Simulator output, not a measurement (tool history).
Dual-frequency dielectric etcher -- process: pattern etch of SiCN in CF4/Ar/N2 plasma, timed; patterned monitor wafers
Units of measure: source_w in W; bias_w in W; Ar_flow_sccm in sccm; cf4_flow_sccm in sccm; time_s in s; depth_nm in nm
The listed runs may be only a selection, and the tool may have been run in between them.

| run | day | source_w | bias_w | Ar_flow_sccm | cf4_flow_sccm | time_s | depth_nm |
|---|---|---|---|---|---|---|---|
| 1 | 0.000 | 480 | 70 | 103 | 81 | 86 | 82.372 |
| 2 | 0.329 | 500 | 70 | 103 | 81 | 86 | 85.113 |
| 3 | 0.633 | 510 | 70 | 103 | 81 | 86 | 85.516 |
| 4 | 0.871 | 530 | 70 | 103 | 81 | 86 | 88.184 |
| 5 | 1.121 | 580 | 70 | 103 | 81 | 86 | 94.590 |
| 6 | 1.400 | 590 | 70 | 103 | 81 | 86 | 95.718 |
| 7 | 1.608 | 600 | 70 | 103 | 81 | 86 | 96.955 |

Run 8, settings as shown, results not yet in. Your forecast:
| 8 | 1.650 | 600 | 70 | 103 | 81 | 86 | ? |

For run 8 the tool returned depth_nm 96.594 nm.
